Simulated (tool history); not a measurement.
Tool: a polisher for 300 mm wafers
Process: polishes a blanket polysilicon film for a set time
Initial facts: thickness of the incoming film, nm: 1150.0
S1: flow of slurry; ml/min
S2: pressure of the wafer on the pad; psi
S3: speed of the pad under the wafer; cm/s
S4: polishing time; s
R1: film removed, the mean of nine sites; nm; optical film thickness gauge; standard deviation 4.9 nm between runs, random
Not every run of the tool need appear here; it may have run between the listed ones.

| run | hour | S1 | S2 | S3 | S4 | R1 |
|---|---|---|---|---|---|---|
| 1 | 0.0 | 275 | 3.0 | 90 | 73 | 590.73 |
| 2 | 7.5 | 275 | 2.9 | 90 | 73 | 569.61 |
| 3 | 8.3 | 275 | 2.9 | 100 | 73 | 631.14 |
| 4 | 16.8 | 275 | 2.8 | 100 | 73 | 619.85 |
| 5 | 19.6 | 275 | 2.7 | 100 | 73 | 601.53 |
| 6 | 23.4 | 275 | 2.7 | 114 | 73 | 689.13 |

Expected results for the next run?
|  | 24.0 | worn pad replaced by a new one |
| 7 | 24.0 | 270 | 1.9 | 112 | 73 | ? |

R1: 586.01 nm

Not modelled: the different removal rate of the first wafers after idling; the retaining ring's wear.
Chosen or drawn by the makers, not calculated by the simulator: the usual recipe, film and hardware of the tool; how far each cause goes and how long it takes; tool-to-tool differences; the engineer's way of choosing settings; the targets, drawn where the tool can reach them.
